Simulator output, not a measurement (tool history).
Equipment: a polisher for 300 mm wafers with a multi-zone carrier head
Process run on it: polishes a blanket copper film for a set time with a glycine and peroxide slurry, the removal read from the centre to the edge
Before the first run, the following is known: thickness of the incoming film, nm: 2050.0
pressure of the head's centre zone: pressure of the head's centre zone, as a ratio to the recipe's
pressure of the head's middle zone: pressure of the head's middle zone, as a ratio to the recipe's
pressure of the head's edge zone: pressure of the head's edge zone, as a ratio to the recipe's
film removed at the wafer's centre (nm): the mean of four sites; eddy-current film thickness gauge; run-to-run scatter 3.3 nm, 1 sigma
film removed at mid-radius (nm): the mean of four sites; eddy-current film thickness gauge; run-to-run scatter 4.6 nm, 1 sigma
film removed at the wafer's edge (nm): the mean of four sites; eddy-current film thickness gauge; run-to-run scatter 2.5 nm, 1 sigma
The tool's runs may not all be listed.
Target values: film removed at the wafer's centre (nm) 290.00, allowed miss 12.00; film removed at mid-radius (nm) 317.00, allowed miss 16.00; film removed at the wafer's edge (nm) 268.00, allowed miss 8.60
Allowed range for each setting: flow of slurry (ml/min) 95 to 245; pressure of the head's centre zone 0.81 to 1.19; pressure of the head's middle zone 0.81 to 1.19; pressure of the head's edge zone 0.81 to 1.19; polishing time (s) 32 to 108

run,hour,flow of slurry (ml/min),pressure of the head's centre zone,pressure of the head's middle zone,pressure of the head's edge zone,polishing time (s),film removed at the wafer's centre (nm),film removed at mid-radius (nm),film removed at the wafer's edge (nm)
1,0.0,155,1.00,1.00,1.00,70,458.50,475.25,459.31
2,8.1,190,1.00,1.00,1.00,70,468.07,491.24,461.77
3,13.1,205,1.00,1.00,1.00,70,470.29,468.85,475.61
4,21.7,200,1.00,1.00,0.98,67,455.97,458.28,446.28
5,26.3,195,0.99,1.00,0.96,64,428.98,433.15,418.53
# hour 33.0: worn pad replaced by a new one
6,33.0,225,0.99,1.00,0.96,64,480.96,506.44,467.37
7,40.8,215,0.99,1.01,0.95,62,457.93,469.91,453.18
8,46.6,205,0.99,1.02,0.94,59,447.64,464.79,421.67
9,51.4,160,0.89,0.92,0.84,40,252.97,277.63,265.52
10,59.0,165,0.90,0.93,0.84,40,259.40,277.80,269.66
11,66.7,170,0.91,0.95,0.84,39,259.38,274.21,258.06
12,72.7,175,0.91,0.96,0.84,39,258.18,280.82,267.36

Below are 4 possible settings for the next run. Only one of them brings all results inside the allowed miss of their targets. Which is it?
A,78.7,215,1.11,0.81,1.02,35,?,?,?
B,78.7,155,0.83,1.18,0.82,40,?,?,?
C,78.7,175,0.81,1.19,0.84,39,?,?,?
D,78.7,175,0.98,1.07,0.83,40,?,?,?

move,film removed at the wafer's centre (nm),film removed at mid-radius (nm),film removed at the wafer's edge (nm)
A,298.72,221.67,263.35
B,242.97,333.10,262.09
C,235.75,332.97,261.54
D,292.78,311.41,267.25
A: the worst result of the last run now meets its target, but another is out of spec
B: misses by more than the last run did
C: misses by more than the last run did
D: every result within its allowed miss
So the answer is move D, the one that meets all the targets.
